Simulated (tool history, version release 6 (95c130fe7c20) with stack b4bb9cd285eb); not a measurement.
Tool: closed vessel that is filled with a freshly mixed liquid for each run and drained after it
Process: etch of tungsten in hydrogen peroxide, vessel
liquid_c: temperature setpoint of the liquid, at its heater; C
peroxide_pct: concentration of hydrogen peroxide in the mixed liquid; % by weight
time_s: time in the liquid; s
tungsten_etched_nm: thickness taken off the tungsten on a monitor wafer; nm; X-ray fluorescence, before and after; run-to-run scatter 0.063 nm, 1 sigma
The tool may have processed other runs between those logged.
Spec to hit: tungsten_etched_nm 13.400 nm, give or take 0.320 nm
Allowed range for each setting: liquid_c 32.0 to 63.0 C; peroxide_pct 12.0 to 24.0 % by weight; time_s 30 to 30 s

run	hour	liquid_c	peroxide_pct	time_s	tungsten_etched_nm
1	0.0	47.0	16.0	30	28.200
2	7.8	45.0	16.0	30	24.783
3	16.6	45.0	16.0	30	24.795
4	21.1	45.0	18.0	30	26.067
5	28.2	45.0	18.0	30	26.298
6	36.4	45.0	20.5	30	27.919
7	38.2	43.0	20.5	30	24.608
8	40.6	43.0	20.5	30	24.852
9	45.7	41.0	20.5	30	21.738
10	49.5	39.5	20.5	30	19.742
11	52.5	38.5	20.5	30	18.382
12	54.0	37.5	20.5	30	17.082
13	59.5	37.0	20.5	30	16.734
14	67.9	36.5	20.5	30	16.233
15	73.3	36.0	20.5	30	15.676
16	81.2	35.5	20.5	30	15.109
17	86.4	35.0	20.5	30	14.584

Exactly one of the 5 candidate moves below puts every result within its allowed miss. Which one?
A	91.6	32.5	22.5	30	?
B	91.6	36.0	13.0	30	?
C	91.6	33.0	20.0	30	?
D	91.6	33.5	19.0	30	?
E	91.6	33.5	21.0	30	?

move	tungsten_etched_nm
A	12.910
B	12.430
C	12.594
D	12.699
E	13.351
A: takes the biggest miss from the last run beyond its target
B: takes the biggest miss from the last run beyond its target
C: takes the biggest miss from the last run beyond its target
D: takes the biggest miss from the last run beyond its target
E: every result within its allowed miss
Go with E: it meets all targets.
